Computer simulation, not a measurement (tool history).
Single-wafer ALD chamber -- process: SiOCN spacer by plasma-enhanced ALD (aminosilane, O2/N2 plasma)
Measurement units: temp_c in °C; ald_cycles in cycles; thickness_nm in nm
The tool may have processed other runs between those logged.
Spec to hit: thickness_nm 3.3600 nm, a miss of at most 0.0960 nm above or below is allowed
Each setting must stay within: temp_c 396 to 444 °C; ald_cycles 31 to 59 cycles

{"run": 1, "hour": 0.0, "temp_c": 420, "ald_cycles": 45, "thickness_nm": 2.5644}
{"run": 2, "hour": 4.9, "temp_c": 414, "ald_cycles": 45, "thickness_nm": 2.6058}
{"run": 3, "hour": 10.4, "temp_c": 410, "ald_cycles": 45, "thickness_nm": 2.6456}
{"run": 4, "hour": 18.7, "temp_c": 400, "ald_cycles": 45, "thickness_nm": 2.6939}
{"run": 5, "hour": 25.1, "temp_c": 400, "ald_cycles": 50, "thickness_nm": 3.0231}
{"run": 6, "hour": 30.9, "temp_c": 400, "ald_cycles": 45, "thickness_nm": 2.7038}
{"run": 7, "hour": 31.6, "temp_c": 400, "ald_cycles": 47, "thickness_nm": 2.8022}
{"run": 8, "hour": 32.3, "temp_c": 400, "ald_cycles": 47, "thickness_nm": 2.8178}
{"run": 9, "hour": 39.5, "temp_c": 400, "ald_cycles": 48, "thickness_nm": 2.9155}

Which of these 4 next moves meets every target?
{"run": "A", "hour": 46.7, "temp_c": 406, "ald_cycles": 41, "thickness_nm": "?"}
{"run": "B", "hour": 46.7, "temp_c": 398, "ald_cycles": 44, "thickness_nm": "?"}
{"run": "C", "hour": 46.7, "temp_c": 399, "ald_cycles": 56, "thickness_nm": "?"}
{"run": "D", "hour": 46.7, "temp_c": 407, "ald_cycles": 44, "thickness_nm": "?"}

move=A thickness_nm=2.4280
move=B thickness_nm=2.6620
move=C thickness_nm=3.3791
move=D thickness_nm=2.5986
A: moves away from the targets compared with the last run
B: moves away from the targets compared with the last run
C: meets every target
D: moves away from the targets compared with the last run
C meets every target.
